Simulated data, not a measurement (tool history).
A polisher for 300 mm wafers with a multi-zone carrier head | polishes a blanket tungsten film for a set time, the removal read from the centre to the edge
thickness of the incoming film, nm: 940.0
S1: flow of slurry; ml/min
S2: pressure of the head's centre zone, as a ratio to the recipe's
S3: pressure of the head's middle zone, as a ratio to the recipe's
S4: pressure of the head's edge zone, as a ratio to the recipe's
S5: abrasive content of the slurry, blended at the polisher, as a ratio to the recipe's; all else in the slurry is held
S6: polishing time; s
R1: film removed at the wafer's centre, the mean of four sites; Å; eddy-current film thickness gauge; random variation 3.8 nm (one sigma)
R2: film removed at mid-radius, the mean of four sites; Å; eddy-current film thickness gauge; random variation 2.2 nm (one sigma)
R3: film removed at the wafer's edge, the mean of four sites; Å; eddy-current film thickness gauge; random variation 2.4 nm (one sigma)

run,hour,S1,S2,S3,S4,S5,S6,R1,R2,R3
1,0,210,1,1,1,1,52,1767.8,1767.3,1826
2,6.5,220,1.04,1.01,1.03,1.15,53,1913.7,1912.4,1908.5
3,10.4,225,1.07,0.99,1.05,1.25,56,2159,2021.1,2105.8
4,18.8,225,1.07,0.99,1.05,1.35,56,2217.3,2039.4,2141.1
5,21.8,225,1.07,0.99,1.05,1.15,56,2069.6,1993.4,2082
6,22.8,225,1.07,1.03,1.05,1.15,56,2073.9,2066.1,2053.2
7,30.1,235,1.1,1.02,1.06,1.25,57,2280.2,2132.3,2169.5

The next listed run, before its measurement:
8,35.7,245,1.12,1.02,1.08,1.3,57,?,?,?

R1: 2284.2 Å
R2: 2177.2 Å
R3: 2229.8 Å
